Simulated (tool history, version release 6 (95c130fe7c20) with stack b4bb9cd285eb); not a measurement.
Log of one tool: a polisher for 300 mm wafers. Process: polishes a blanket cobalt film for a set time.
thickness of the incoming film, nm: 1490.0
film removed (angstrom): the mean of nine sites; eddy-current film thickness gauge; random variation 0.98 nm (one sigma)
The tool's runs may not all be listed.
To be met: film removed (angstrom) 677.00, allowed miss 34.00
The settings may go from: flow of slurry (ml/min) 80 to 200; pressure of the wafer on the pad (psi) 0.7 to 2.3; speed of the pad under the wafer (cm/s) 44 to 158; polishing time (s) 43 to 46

run  hour  flow of slurry (ml/min)  pressure of the wafer on the pad (psi)  speed of the pad under the wafer (cm/s)  polishing time (s)  film removed (angstrom)
  1   0.0                      130                                     1.5                                      100                  43                  1449.10
  2   7.8                      130                                     1.5                                      100                  46                  1572.90
  3  10.5                      130                                     1.5                                      100                  43                  1471.80
  4  15.1                      130                                     1.5                                      100                  43                  1411.80
  5  20.1                      150                                     1.5                                      100                  43                  1518.80
  6  26.2                      150                                     1.5                                      100                  43                  1463.50
  7  31.5                      150                                     1.3                                       94                  43                  1181.10
  8  36.2                      150                                     1.1                                       92                  43                  1019.20
  9  43.6                      150                                     1.0                                       90                  43                   926.26

Which of these 5 next moves meets every target?
  A  51.0                      135                                     0.7                                       80                  44                        ?
  B  51.0                      160                                     0.7                                       76                  46                        ?
  C  51.0                      165                                     1.2                                       60                  43                        ?
  D  51.0                      150                                     0.9                                       88                  43                        ?
  E  51.0                      155                                     0.9                                       72                  43                        ?

move  film removed (angstrom)
   A                   576.90
   B                   592.76
   C                   741.95
   D                   799.94
   E                   663.36
A: takes the result that was furthest off past its target
B: takes the result that was furthest off past its target
C: nearer than the last run, and not there yet
D: nearer than the last run, and not there yet
E: meets every target
Answer: E

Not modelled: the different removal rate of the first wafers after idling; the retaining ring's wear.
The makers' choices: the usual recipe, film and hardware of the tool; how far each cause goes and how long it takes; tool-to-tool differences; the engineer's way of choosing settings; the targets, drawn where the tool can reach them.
